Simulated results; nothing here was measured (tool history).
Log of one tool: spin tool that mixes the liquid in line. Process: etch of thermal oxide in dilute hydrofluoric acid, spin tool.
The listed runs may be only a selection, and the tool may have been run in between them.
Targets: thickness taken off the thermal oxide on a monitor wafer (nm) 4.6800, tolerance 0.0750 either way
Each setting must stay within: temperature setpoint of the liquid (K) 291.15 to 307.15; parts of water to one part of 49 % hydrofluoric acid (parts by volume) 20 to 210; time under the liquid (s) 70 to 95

run,hour,temperature setpoint of the liquid (K),parts of water to one part of 49 % hydrofluoric acid (parts by volume),time under the liquid (s),thickness taken off the thermal oxide on a monitor wafer (nm)
1,0.0,299.15,115,95,4.0015
2,3.8,299.65,115,95,4.0883
3,7.9,299.65,140,95,3.2597
4,14.7,299.65,140,70,2.3908
5,16.6,300.65,135,70,2.5837
6,22.2,303.65,135,70,2.9020
7,30.4,304.15,130,70,3.0814
8,33.5,307.15,90,70,5.2344

Consider the 4 candidate settings below. Which is the only one whose results all fall within their allowed miss of target?
A,36.6,306.65,105,95,?
B,36.6,306.65,85,70,?
C,36.6,304.15,95,70,?
D,36.6,305.65,95,70,?

move,thickness taken off the thermal oxide on a monitor wafer (nm)
A,5.8731
B,5.5135
C,4.4290
D,4.6822
A: the biggest miss grows against the last run
B: the biggest miss grows against the last run
C: pushes the last run's worst result past its target
D: hits every target within its allowed miss
D meets every target.

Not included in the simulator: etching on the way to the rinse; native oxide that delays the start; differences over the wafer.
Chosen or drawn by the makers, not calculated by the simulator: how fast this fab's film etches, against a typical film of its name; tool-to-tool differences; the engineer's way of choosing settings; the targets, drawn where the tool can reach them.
